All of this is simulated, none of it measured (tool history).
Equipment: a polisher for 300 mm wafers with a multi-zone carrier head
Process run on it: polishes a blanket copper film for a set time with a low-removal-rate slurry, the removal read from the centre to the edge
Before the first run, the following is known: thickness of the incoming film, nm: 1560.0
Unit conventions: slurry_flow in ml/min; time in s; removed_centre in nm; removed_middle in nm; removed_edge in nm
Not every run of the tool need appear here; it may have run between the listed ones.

{"run": 1, "hour": 0.0, "slurry_flow": 210, "centre_zone": 1, "middle_zone": 1, "edge_zone": 1, "slurry_solids": 1, "time": 58, "removed_centre": 158.6, "removed_middle": 159.98, "removed_edge": 164.91}
{"run": 2, "hour": 3.3, "slurry_flow": 210, "centre_zone": 1, "middle_zone": 1, "edge_zone": 1, "slurry_solids": 1, "time": 49, "removed_centre": 135.58, "removed_middle": 135.43, "removed_edge": 142.69}
{"run": 3, "hour": 6.0, "slurry_flow": 225, "centre_zone": 0.99, "middle_zone": 1.04, "edge_zone": 1.04, "slurry_solids": 1.1, "time": 49, "removed_centre": 137.88, "removed_middle": 141.46, "removed_edge": 147.17}
{"run": 4, "hour": 12.1, "slurry_flow": 230, "centre_zone": 0.97, "middle_zone": 1.07, "edge_zone": 1.06, "slurry_solids": 1.2, "time": 51, "removed_centre": 142.22, "removed_middle": 156.61, "removed_edge": 155.86}
{"run": 5, "hour": 19.5, "slurry_flow": 230, "centre_zone": 0.97, "middle_zone": 1, "edge_zone": 1.06, "slurry_solids": 1.2, "time": 51, "removed_centre": 139.93, "removed_middle": 149.2, "removed_edge": 158.87}
{"run": 6, "hour": 28.2, "slurry_flow": 240, "centre_zone": 0.97, "middle_zone": 1.03, "edge_zone": 1.08, "slurry_solids": 1.3, "time": 52, "removed_centre": 145.68, "removed_middle": 159.86, "removed_edge": 165.82}

Run 7 is up next; what results do you expect?
{"run": 7, "hour": 30.9, "slurry_flow": 250, "centre_zone": 0.97, "middle_zone": 1.05, "edge_zone": 1.1, "slurry_solids": 1.35, "time": 52, "removed_centre": "?", "removed_middle": "?", "removed_edge": "?"}

Run 7 came out at removed_centre 149.27 nm, removed_middle 162.05 nm, removed_edge 167.87 nm.
